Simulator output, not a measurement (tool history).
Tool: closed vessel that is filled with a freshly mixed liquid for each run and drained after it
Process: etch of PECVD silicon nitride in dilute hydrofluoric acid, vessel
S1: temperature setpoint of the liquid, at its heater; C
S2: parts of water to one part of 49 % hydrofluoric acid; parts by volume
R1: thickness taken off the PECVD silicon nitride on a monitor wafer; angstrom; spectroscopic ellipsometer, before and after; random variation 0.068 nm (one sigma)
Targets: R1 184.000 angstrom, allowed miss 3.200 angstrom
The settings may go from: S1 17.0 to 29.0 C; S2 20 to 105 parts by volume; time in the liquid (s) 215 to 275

Run 1, day 0.000: S1 21.0 C, S2 55 parts by volume, time in the liquid (s) 275. Result: R1 74.457 angstrom.
Run 2, day 0.146: S1 24.0 C, S2 55 parts by volume, time in the liquid (s) 275. Result: R1 90.779 angstrom.
Run 3, day 0.200: S1 24.5 C, S2 55 parts by volume, time in the liquid (s) 275. Result: R1 93.615 angstrom.
Run 4, day 0.533: S1 21.5 C, S2 55 parts by volume, time in the liquid (s) 275. Result: R1 77.309 angstrom.
Run 5, day 0.900: S1 22.5 C, S2 50 parts by volume, time in the liquid (s) 275. Result: R1 90.057 angstrom.
Run 6, day 0.975: S1 23.5 C, S2 50 parts by volume, time in the liquid (s) 275. Result: R1 96.186 angstrom.
Run 7, day 1.167: S1 24.0 C, S2 50 parts by volume, time in the liquid (s) 275. Result: R1 99.729 angstrom.
Run 8, day 1.442: S1 24.5 C, S2 50 parts by volume, time in the liquid (s) 275. Result: R1 103.600 angstrom.
Run 9, day 1.529: S1 25.0 C, S2 50 parts by volume, time in the liquid (s) 275. Result: R1 106.670 angstrom.
Run 10, day 1.908: S1 29.0 C, S2 30 parts by volume, time in the liquid (s) 275. Result: R1 228.280 angstrom.
Run 11, day 2.183: S1 26.0 C, S2 30 parts by volume, time in the liquid (s) 275. Result: R1 187.350 angstrom.

4 next moves are on the table. One of them brings every result within its allowed miss. Which?
Run A, day 2.458: S1 27.0 C, S2 30 parts by volume, time in the liquid (s) 265. Result: R1 ?.
Run B, day 2.458: S1 27.5 C, S2 30 parts by volume, time in the liquid (s) 235. Result: R1 ?.
Run C, day 2.458: S1 28.5 C, S2 30 parts by volume, time in the liquid (s) 220. Result: R1 ?.
Run D, day 2.458: S1 21.5 C, S2 20 parts by volume, time in the liquid (s) 250. Result: R1 ?.

move       R1
   A  192.010
   B  176.040
   C  176.080
   D  183.710
A: further off than the last run
B: takes the result that was furthest off past its target
C: takes the result that was furthest off past its target
D: meets every target
Answer: D

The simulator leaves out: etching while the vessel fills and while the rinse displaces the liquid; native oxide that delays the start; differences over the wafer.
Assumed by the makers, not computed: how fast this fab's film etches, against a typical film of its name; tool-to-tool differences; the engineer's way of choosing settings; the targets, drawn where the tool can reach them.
